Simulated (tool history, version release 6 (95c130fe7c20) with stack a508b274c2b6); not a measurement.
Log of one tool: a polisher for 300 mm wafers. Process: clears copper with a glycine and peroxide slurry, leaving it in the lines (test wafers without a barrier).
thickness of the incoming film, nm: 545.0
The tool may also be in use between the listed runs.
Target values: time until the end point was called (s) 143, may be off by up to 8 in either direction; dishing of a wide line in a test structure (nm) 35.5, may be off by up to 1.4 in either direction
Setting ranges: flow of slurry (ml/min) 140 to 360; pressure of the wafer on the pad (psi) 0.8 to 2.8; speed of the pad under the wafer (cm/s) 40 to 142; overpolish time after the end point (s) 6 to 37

run,hour,flow of slurry (ml/min),pressure of the wafer on the pad (psi),speed of the pad under the wafer (cm/s),overpolish time after the end point (s),time until the end point was called (s),dishing of a wide line in a test structure (nm)
1,0,230,1.8,90,19,132.68,52.654
2,1.7,230,1.8,90,22,129.49,58.855
3,2.7,230,1.8,68,22,147.44,54.514
4,5.2,280,1.8,68,22,150.36,54.854
5,6.3,280,1.8,54,22,160.35,50.233
6,9.9,280,1.9,54,20,154.56,47.991
7,17.4,280,1.9,54,18,159.94,44.968
8,21.6,280,1.9,54,18,153.09,43.673
9,28.6,280,1.9,54,17,161.1,41.578
10,29.3,280,2,54,16,144.66,40.727
11,37.2,280,2,52,15,151.22,38.53

Pick the move, out of 4, that brings all results within their allowed miss; only one does.
A,45.1,310,1.9,50,14,?,?
B,45.1,330,1.7,56,15,?,?
C,45.1,255,1.8,58,13,?,?
D,45.1,305,2,60,13,?,?

move,time until the end point was called (s),dishing of a wide line in a test structure (nm)
A,158.45,34.363
B,162.69,35.587
C,157.73,32.174
D,142.58,35.259
A: brings the result that was furthest off to its target, and leaves another outside
B: brings the result that was furthest off to its target, and leaves another outside
C: moves the result that the last run missed by most past its target, out the other side
D: all results land within tolerance of their targets
So the answer is move D, the one that meets all the targets.
